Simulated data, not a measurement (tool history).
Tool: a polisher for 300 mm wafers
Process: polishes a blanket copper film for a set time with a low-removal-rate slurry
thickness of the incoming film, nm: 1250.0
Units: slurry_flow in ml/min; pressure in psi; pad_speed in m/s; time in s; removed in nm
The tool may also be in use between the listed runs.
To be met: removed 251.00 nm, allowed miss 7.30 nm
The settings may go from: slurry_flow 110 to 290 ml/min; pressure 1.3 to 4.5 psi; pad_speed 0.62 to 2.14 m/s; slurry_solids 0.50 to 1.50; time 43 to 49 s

| run | hour | slurry_flow | pressure | pad_speed | slurry_solids | time | removed |
|---|---|---|---|---|---|---|---|
| 1 | 0.0 | 185 | 2.9 | 1.38 | 1.00 | 49 | 154.30 |
| 2 | 6.8 | 185 | 2.9 | 1.60 | 1.00 | 49 | 176.66 |
| 3 | 14.8 | 190 | 3.1 | 1.60 | 1.00 | 49 | 191.67 |
| 4 | 19.1 | 195 | 3.3 | 1.60 | 1.00 | 49 | 205.30 |
| 5 | 21.3 | 195 | 3.3 | 1.60 | 1.10 | 49 | 206.89 |
| 6 | 28.0 | 195 | 3.3 | 1.60 | 1.10 | 43 | 182.80 |
| 7 | 35.5 | 220 | 4.1 | 1.62 | 1.10 | 43 | 231.93 |
| 8 | 36.7 | 220 | 4.1 | 1.62 | 1.10 | 43 | 235.03 |
| 9 | 40.7 | 220 | 4.1 | 1.62 | 1.10 | 43 | 234.48 |
| 10 | 42.6 | 220 | 4.2 | 1.62 | 1.10 | 43 | 238.31 |

Which of these 4 next moves meets every target?
| A | 44.5 | 245 | 3.6 | 1.84 | 1.05 | 49 | ? |
| B | 44.5 | 220 | 4.2 | 1.56 | 1.10 | 43 | ? |
| C | 44.5 | 210 | 4.0 | 1.58 | 1.15 | 48 | ? |
| D | 44.5 | 210 | 4.4 | 1.70 | 1.00 | 45 | ? |

| move | removed |
|---|---|
| A | 269.60 |
| B | 233.81 |
| C | 253.17 |
| D | 270.30 |
A: takes the result that was furthest off past its target
B: further off than the last run
C: meets every target
D: takes the result that was furthest off past its target
Answer: C

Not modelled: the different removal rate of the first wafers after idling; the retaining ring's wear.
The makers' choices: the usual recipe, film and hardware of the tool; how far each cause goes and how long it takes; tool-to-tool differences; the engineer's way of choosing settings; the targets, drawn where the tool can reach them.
